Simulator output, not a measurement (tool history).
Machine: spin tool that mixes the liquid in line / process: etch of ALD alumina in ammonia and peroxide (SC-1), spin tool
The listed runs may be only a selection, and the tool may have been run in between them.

| run | hour | temperature setpoint of the liquid (C) | parts of 29 % ammonia solution to one part of 30 % peroxide (parts by volume) | time under the liquid (s) | thickness taken off the ALD alumina on a monitor wafer (angstrom) |
|---|---|---|---|---|---|
| 1 | 0 | 60 | 0.55 | 100 | 70.363 |
| 2 | 7.1 | 59.5 | 0.55 | 100 | 68.079 |
| 3 | 14.5 | 59.5 | 0.4 | 100 | 66.705 |
| 4 | 19.7 | 59.5 | 0.2 | 100 | 62.181 |
| 5 | 26.2 | 59.5 | 0.2 | 105 | 65.166 |
| 6 | 30.3 | 59 | 0.2 | 105 | 64.149 |
| 7 | 36.8 | 58.5 | 0.2 | 105 | 62.223 |

Run 8 has not been measured yet. What should we expect?
| 8 | 43.1 | 58 | 0.2 | 105 | ? |

Run 8 yielded thickness taken off the ALD alumina on a monitor wafer (angstrom) 60.496.
